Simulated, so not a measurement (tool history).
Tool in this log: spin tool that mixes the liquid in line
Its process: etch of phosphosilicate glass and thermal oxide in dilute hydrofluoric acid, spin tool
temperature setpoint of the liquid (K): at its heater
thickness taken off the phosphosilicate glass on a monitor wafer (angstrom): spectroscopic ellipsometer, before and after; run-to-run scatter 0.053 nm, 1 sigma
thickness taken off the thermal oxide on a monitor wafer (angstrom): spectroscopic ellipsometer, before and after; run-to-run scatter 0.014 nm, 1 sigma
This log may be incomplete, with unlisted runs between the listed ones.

run,hour,temperature setpoint of the liquid (K),parts of water to one part of 49 % hydrofluoric acid (parts by volume),time under the liquid (s),thickness taken off the phosphosilicate glass on a monitor wafer (angstrom),thickness taken off the thermal oxide on a monitor wafer (angstrom)
1,0,299.15,245,30,181.76,4.1846
2,7.3,297.15,245,30,170.64,4.1745
3,12.3,295.65,275,30,140.64,3.5935
4,18.6,297.15,275,30,146.16,3.6568
5,20.7,297.15,275,25,122.62,2.8772
6,29.4,295.65,285,25,109.01,2.638
7,32,294.65,290,25,104.05,2.6909
8,33.1,294.15,295,25,99.929,2.6032
9,41.4,293.65,300,25,96.261,2.1476
# hour 45.7: hydrofluoric acid flow meter replaced
10,45.7,294.15,315,25,100.34,2.8147
11,52.9,293.15,310,25,97.956,2.3855
12,54.4,293.15,310,25,100.32,2.5106

Predict the results of run 13:
13,61.9,292.65,320,25,?,?

Run 13 gave thickness taken off the phosphosilicate glass on a monitor wafer (angstrom) 94.298, thickness taken off the thermal oxide on a monitor wafer (angstrom) 2.2737.
